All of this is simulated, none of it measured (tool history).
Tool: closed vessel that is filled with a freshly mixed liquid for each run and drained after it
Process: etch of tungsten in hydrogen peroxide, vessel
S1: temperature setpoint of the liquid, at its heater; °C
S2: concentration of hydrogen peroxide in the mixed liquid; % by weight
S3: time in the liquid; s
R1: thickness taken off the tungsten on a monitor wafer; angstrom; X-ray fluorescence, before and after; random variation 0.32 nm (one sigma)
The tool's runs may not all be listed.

{"run": 1, "hour": 0.0, "S1": 53.0, "S2": 23, "S3": 105, "R1": 1132.8}
{"run": 2, "hour": 1.0, "S1": 50.0, "S2": 23, "S3": 105, "R1": 942.37}
{"run": 3, "hour": 2.6, "S1": 50.0, "S2": 23, "S3": 105, "R1": 954.73}
{"run": 4, "hour": 7.0, "S1": 47.5, "S2": 23, "S3": 105, "R1": 812.13}
{"run": 5, "hour": 15.1, "S1": 42.5, "S2": 23, "S3": 105, "R1": 595.64}
{"run": 6, "hour": 23.8, "S1": 42.0, "S2": 23, "S3": 105, "R1": 574.9}

Forecast run 7:
{"run": 7, "hour": 27.3, "S1": 41.5, "S2": 23, "S3": 105, "R1": "?"}

R1: 561.02 angstrom
